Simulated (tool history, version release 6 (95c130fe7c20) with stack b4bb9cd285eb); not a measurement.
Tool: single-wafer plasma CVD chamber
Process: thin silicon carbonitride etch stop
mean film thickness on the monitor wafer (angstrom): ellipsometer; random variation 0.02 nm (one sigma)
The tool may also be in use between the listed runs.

run  hour  RF power (kW)  deposition time (s)  mean film thickness on the monitor wafer (angstrom)
  1   0.0          0.210                 15.7                                               92.948
  2   2.2          0.230                 15.7                                               95.639
  3   5.2          0.230                 17.5                                              106.450
  4  13.5          0.230                 18.3                                              111.720
  5  18.5          0.215                 16.8                                              100.060
  6  26.7          0.215                 18.8                                              111.580

The next listed run, before its measurement:
  7  30.6          0.200                 17.3                                                    ?

Run 7 gave mean film thickness on the monitor wafer (angstrom) 100.550.

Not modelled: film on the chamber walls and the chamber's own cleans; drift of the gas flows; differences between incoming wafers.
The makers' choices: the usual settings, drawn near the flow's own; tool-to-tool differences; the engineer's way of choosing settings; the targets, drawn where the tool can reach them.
